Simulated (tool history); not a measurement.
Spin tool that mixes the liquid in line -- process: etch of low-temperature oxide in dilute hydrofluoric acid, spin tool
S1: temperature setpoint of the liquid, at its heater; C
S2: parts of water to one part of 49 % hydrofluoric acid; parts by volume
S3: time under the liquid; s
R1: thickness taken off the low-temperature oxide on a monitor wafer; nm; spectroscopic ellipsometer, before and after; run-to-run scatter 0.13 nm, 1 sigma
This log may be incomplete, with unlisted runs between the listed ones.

run	hour	S1	S2	S3	R1
1	0	23	50	45	20.65
2	4.5	24.5	50	45	22.132
3	6.5	24.5	35	45	32.179
4	10.5	23	35	45	30.186
5	17	24	35	45	31.556
6	19.5	24	45	45	24.163
7	20.8	25	45	45	25.093
8	22.1	26	45	45	26.295
9	28	27	45	45	27.336
10	30.8	27.5	45	45	28.04
11	36.9	28	45	45	28.531
12	44.7	28.5	45	45	29.026
13	45.9	28.5	45	45	29.186
14	54.7	31	35	45	41.889
15	63	30.5	35	45	40.987
16	69.1	30	35	45	40.432
17	73.3	29.5	35	45	39.312

Run 18 has not been measured yet. What should we expect?
18	81	28.5	35	45	?

Run 18 gave R1 37.971 nm.
